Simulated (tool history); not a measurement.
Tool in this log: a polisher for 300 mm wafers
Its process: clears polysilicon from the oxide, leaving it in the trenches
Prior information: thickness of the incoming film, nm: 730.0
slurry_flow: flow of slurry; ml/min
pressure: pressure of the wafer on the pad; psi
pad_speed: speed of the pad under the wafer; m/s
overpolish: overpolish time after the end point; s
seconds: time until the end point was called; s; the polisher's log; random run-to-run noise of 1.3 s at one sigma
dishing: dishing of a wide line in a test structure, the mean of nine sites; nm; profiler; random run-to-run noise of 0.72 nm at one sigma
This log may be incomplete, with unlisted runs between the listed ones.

run	day	slurry_flow	pressure	pad_speed	overpolish	seconds	dishing
1	0.000	290	2.9	1.06	9	42.753	44.931
2	0.346	290	2.7	1.04	8	46.844	42.355
3	0.525	290	2.7	1.04	12	46.738	46.506
4	0.712	290	2.7	1.04	8	46.880	44.171
5	1.062	290	2.6	1.02	7	53.118	40.231
6	1.096	290	2.5	1.02	7	53.864	40.847

Forecast run 7:
7	1.142	290	2.4	1.02	7	?	?

For run 7 the tool returned seconds 55.859 s, dishing 39.254 nm.

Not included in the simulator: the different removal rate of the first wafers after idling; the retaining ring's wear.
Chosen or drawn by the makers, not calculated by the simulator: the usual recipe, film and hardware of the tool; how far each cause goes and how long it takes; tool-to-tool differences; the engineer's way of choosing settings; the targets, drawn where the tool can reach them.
